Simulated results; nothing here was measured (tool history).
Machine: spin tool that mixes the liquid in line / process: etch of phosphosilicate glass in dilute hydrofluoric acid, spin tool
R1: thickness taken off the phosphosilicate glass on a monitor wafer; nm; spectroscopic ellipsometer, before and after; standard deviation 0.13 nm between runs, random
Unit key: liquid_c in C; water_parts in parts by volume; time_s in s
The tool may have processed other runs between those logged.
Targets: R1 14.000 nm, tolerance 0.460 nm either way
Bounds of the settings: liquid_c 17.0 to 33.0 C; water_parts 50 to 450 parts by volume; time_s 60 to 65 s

Run 1, hour 0.0: liquid_c 25.0 C, water_parts 250 parts by volume, time_s 60 s. Result: R1 20.297 nm.
Run 2, hour 5.0: liquid_c 25.0 C, water_parts 250 parts by volume, time_s 60 s. Result: R1 20.230 nm.
Run 3, hour 10.8: liquid_c 28.5 C, water_parts 250 parts by volume, time_s 60 s. Result: R1 22.873 nm.
Run 4, hour 17.5: liquid_c 28.5 C, water_parts 250 parts by volume, time_s 65 s. Result: R1 24.966 nm.
Run 5, hour 23.3: liquid_c 30.5 C, water_parts 250 parts by volume, time_s 65 s. Result: R1 26.446 nm.
Run 6, hour 26.4: liquid_c 30.5 C, water_parts 250 parts by volume, time_s 60 s. Result: R1 24.256 nm.
Run 7, hour 28.0: liquid_c 29.0 C, water_parts 255 parts by volume, time_s 60 s. Result: R1 23.176 nm.
Run 8, hour 34.4: liquid_c 27.5 C, water_parts 260 parts by volume, time_s 60 s. Result: R1 21.225 nm.
Run 9, hour 38.7: liquid_c 26.5 C, water_parts 265 parts by volume, time_s 60 s. Result: R1 19.664 nm.
Run 10, hour 44.5: liquid_c 25.5 C, water_parts 265 parts by volume, time_s 60 s. Result: R1 19.225 nm.
Run 11, hour 49.5: liquid_c 24.5 C, water_parts 270 parts by volume, time_s 60 s. Result: R1 18.024 nm.
Run 12, hour 55.6: liquid_c 23.5 C, water_parts 270 parts by volume, time_s 60 s. Result: R1 17.307 nm.
Run 13, hour 56.7: liquid_c 23.0 C, water_parts 270 parts by volume, time_s 60 s. Result: R1 17.154 nm.
Run 14, hour 57.5: liquid_c 22.5 C, water_parts 270 parts by volume, time_s 60 s. Result: R1 16.634 nm.

Consider the 4 candidate settings below. Which is the only one whose results all fall within their allowed miss of target?
Run A, hour 58.3: liquid_c 27.5 C, water_parts 325 parts by volume, time_s 60 s. Result: R1 ?.
Run B, hour 58.3: liquid_c 22.0 C, water_parts 305 parts by volume, time_s 60 s. Result: R1 ?.
Run C, hour 58.3: liquid_c 21.5 C, water_parts 280 parts by volume, time_s 60 s. Result: R1 ?.
Run D, hour 58.3: liquid_c 23.5 C, water_parts 295 parts by volume, time_s 60 s. Result: R1 ?.

move      R1
   A  15.643
   B  14.090
   C  15.431
   D  15.506
A: moves toward the targets from the last run without getting all of them in spec
B: meets every target
C: moves toward the targets from the last run without getting all of them in spec
D: moves toward the targets from the last run without getting all of them in spec
The right move is B.
